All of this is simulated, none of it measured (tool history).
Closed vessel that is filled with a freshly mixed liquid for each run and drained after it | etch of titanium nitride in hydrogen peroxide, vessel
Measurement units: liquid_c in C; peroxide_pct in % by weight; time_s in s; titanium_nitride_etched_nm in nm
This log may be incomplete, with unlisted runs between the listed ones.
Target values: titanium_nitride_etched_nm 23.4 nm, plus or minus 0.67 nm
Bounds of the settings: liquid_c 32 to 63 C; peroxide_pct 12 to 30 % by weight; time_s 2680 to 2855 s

run	hour	liquid_c	peroxide_pct	time_s	titanium_nitride_etched_nm
1	0	47	22.5	2680	56.441
2	2.4	47	20	2680	53.938
3	8.9	50.5	20	2680	70.273
4	14.2	56.5	20	2680	105.86
5	14.7	56.5	25	2680	113.37
6	21.4	56.5	25	2680	112.92
7	24.3	54	25	2680	93.587
8	25.9	46	24	2680	51.565
9	33.7	45	24	2680	48.754
10	42.3	44	24	2680	44.913
11	44.6	43	24	2680	42.164
12	52.3	42	24	2680	38.934
13	60.4	34	23.5	2680	20.886
14	68.7	35	23.5	2680	22.303

Which one of the following 4 next-run settings gets every result inside its allowed miss? There is exactly one.
A	77	36	21	2680	?
B	77	34	23	2680	?
C	77	33	27	2745	?
D	77	34.5	21	2705	?

move	titanium_nitride_etched_nm
A	23.824
B	20.727
C	20.291
D	21.349
A: meets every target
B: the biggest miss grows against the last run
C: the biggest miss grows against the last run
D: the biggest miss grows against the last run
A is the move that brings every result within its allowed miss.
